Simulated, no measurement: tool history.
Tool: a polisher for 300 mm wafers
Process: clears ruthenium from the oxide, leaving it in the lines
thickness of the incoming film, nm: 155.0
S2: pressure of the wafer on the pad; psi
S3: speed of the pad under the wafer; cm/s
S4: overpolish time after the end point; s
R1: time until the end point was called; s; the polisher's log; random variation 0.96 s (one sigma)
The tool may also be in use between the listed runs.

Run 1, hour 0.0: flow of slurry (ml/min) 140, S2 1.9 psi, S3 92 cm/s, S4 7 s. Result: R1 131.74 s.
Run 2, hour 1.8: flow of slurry (ml/min) 140, S2 1.9 psi, S3 84 cm/s, S4 7 s. Result: R1 140.77 s.
Run 3, hour 7.2: flow of slurry (ml/min) 140, S2 1.5 psi, S3 84 cm/s, S4 7 s. Result: R1 173.43 s.
Run 4, hour 10.8: flow of slurry (ml/min) 145, S2 1.8 psi, S3 86 cm/s, S4 7 s. Result: R1 145.05 s.
Run 5, hour 14.9: flow of slurry (ml/min) 150, S2 2.0 psi, S3 86 cm/s, S4 7 s. Result: R1 132.23 s.
Run 6, hour 20.2: flow of slurry (ml/min) 150, S2 2.0 psi, S3 74 cm/s, S4 7 s. Result: R1 145.66 s.
Run 7, hour 24.2: flow of slurry (ml/min) 150, S2 2.2 psi, S3 76 cm/s, S4 7 s. Result: R1 132.43 s.

Forecast run 8:
Run 8, hour 25.5: flow of slurry (ml/min) 150, S2 2.4 psi, S3 80 cm/s, S4 7 s. Result: R1 ?.

{"run 8": {"R1": 118.43}}
